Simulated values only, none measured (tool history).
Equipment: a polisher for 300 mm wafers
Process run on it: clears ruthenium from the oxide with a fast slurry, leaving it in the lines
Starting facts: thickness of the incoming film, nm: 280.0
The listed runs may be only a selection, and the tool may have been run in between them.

run	day	flow of slurry (ml/min)	pressure of the wafer on the pad (psi)	speed of the pad under the wafer (cm/s)	abrasive content of the slurry	overpolish time after the end point (s)	time until the end point was called (s)	dishing of a wide line in a test structure (nm)
1	0.000	280	2.5	96	1.00	26	70.390	75.085
2	0.367	345	2.5	96	1.00	26	70.557	76.287
3	0.575	345	2.5	96	1.10	26	66.047	79.497
4	0.629	345	2.7	96	1.10	22	62.053	75.940
5	0.683	345	2.7	96	1.15	22	58.475	74.257
6	0.788	345	3.2	96	1.15	22	50.199	84.502

The next listed run, before its measurement:
7	0.892	345	3.1	96	1.15	19	?	?

{"run 7": {"time until the end point was called (s)": 53.546, "dishing of a wide line in a test structure (nm)": 71.558}}
